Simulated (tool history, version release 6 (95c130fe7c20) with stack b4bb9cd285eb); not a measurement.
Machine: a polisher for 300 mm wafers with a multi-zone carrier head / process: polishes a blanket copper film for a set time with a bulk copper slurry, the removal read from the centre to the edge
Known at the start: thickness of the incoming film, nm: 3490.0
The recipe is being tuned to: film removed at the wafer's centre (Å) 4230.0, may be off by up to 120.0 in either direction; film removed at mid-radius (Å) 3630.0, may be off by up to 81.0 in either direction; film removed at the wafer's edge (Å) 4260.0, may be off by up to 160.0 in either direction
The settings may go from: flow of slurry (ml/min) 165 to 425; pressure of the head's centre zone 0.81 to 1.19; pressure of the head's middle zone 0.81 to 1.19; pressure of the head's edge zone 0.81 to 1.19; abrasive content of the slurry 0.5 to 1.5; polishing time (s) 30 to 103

run	day	flow of slurry (ml/min)	pressure of the head's centre zone	pressure of the head's middle zone	pressure of the head's edge zone	abrasive content of the slurry	polishing time (s)	film removed at the wafer's centre (Å)	film removed at mid-radius (Å)	film removed at the wafer's edge (Å)
1	0.000	275	1.00	1.00	1.00	1.0	66	4303.0	4408.3	4284.2
2	0.338	275	1.07	1.00	1.00	1.0	66	4538.4	4435.5	4315.6
3	0.646	275	1.07	1.00	1.00	1.0	59	4106.1	3960.7	3823.2
4	0.754	275	1.07	1.00	1.00	0.9	59	3971.5	3908.5	3801.5
5	1.046	270	1.08	0.97	1.05	0.9	59	3993.9	3791.6	3859.3
6	1.262	270	1.08	0.97	1.05	1.1	59	4213.3	3897.9	4068.2
7	1.288	260	1.08	0.95	1.07	1.1	59	4184.0	3852.5	3995.4
8	1.579	270	1.08	0.92	1.10	1.1	59	4192.4	3779.6	4025.4
9	1.792	250	1.07	0.90	1.12	1.2	59	4193.4	3717.1	4181.7

Next run, 5 choices. One meets every target within its allowed miss, the rest don't. Which?
A	2.004	310	1.10	0.89	1.03	1.1	58	?	?	?
B	2.004	270	1.00	0.87	1.15	1.1	59	?	?	?
C	2.004	235	1.07	1.03	1.10	1.2	55	?	?	?
D	2.004	240	1.01	0.94	1.14	1.1	60	?	?	?
E	2.004	220	1.08	0.86	1.12	0.9	64	?	?	?

move	film removed at the wafer's centre (Å)	film removed at mid-radius (Å)	film removed at the wafer's edge (Å)
A	4277.9	3626.1	4008.3
B	3896.3	3578.6	4268.7
C	3901.7	3825.7	3911.5
D	3949.8	3818.9	4277.8
E	4271.9	3606.5	4307.6
A: brings the result that was furthest off to its target, and leaves another outside
B: brings the result that was furthest off to its target, and leaves another outside
C: misses by more than the last run did
D: misses by more than the last run did
E: all results in spec
So the answer is move E, the one that meets all the targets.

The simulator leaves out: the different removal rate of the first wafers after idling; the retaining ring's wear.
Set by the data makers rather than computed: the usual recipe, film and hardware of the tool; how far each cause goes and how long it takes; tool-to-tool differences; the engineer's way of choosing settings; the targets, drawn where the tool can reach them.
